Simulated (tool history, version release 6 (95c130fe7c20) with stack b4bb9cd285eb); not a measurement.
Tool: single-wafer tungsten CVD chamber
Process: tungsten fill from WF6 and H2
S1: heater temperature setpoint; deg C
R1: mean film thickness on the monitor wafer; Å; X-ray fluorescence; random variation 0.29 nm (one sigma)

{"run": 1, "day": 0.0, "S1": 395, "chamber pressure (Pa)": 6133, "deposition time (s)": 19.4, "R1": 612.02}
{"run": 2, "day": 0.192, "S1": 395, "chamber pressure (Pa)": 6133, "deposition time (s)": 20.1, "R1": 635}
{"run": 3, "day": 0.317, "S1": 395, "chamber pressure (Pa)": 6133, "deposition time (s)": 19.4, "R1": 608.99}
{"run": 4, "day": 0.517, "S1": 395, "chamber pressure (Pa)": 6133, "deposition time (s)": 20.1, "R1": 630.78}
{"run": 5, "day": 0.804, "S1": 400, "chamber pressure (Pa)": 6173, "deposition time (s)": 20.1, "R1": 685.3}
{"run": 6, "day": 1.079, "S1": 400, "chamber pressure (Pa)": 7146, "deposition time (s)": 20.1, "R1": 733.24}
{"run": 7, "day": 1.229, "S1": 403, "chamber pressure (Pa)": 7173, "deposition time (s)": 20.1, "R1": 770.29}

Run 8 comes next. What will it give?
{"run": 8, "day": 1.5, "S1": 405, "chamber pressure (Pa)": 7199, "deposition time (s)": 20.1, "R1": "?"}

Run 8 gave R1 795.74 Å.
